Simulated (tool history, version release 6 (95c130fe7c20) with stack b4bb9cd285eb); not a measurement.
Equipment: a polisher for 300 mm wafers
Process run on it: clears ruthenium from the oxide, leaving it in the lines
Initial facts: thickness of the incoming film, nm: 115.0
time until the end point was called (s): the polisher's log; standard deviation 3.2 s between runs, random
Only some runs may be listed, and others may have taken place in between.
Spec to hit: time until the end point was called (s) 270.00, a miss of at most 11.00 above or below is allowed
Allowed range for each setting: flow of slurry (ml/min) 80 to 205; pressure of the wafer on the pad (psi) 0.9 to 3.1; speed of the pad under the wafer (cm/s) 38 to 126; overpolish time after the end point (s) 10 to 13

run	day	flow of slurry (ml/min)	pressure of the wafer on the pad (psi)	speed of the pad under the wafer (cm/s)	overpolish time after the end point (s)	time until the end point was called (s)
1	0.000	135	2.0	82	13	148.81
2	0.271	135	2.0	72	13	161.79
3	0.433	135	1.8	72	13	176.65
4	0.558	135	1.6	72	13	190.89
5	0.650	105	1.6	72	13	200.98
6	1.000	105	1.4	72	13	224.08
7	1.308	105	1.3	72	13	235.19
8	1.571	100	1.0	72	13	295.63

Consider the 4 candidate settings below. Which is the only one whose results all fall within their allowed miss of target?
A	1.833	105	1.5	56	13	?
B	1.833	110	1.0	80	10	?
C	1.833	100	1.5	58	13	?
D	1.833	110	1.3	66	10	?

move	time until the end point was called (s)
A	244.77
B	271.97
C	242.20
D	249.43
A: carries the result that was furthest off beyond its target, to the other side
B: hits every target within its allowed miss
C: carries the result that was furthest off beyond its target, to the other side
D: carries the result that was furthest off beyond its target, to the other side
B meets every target.

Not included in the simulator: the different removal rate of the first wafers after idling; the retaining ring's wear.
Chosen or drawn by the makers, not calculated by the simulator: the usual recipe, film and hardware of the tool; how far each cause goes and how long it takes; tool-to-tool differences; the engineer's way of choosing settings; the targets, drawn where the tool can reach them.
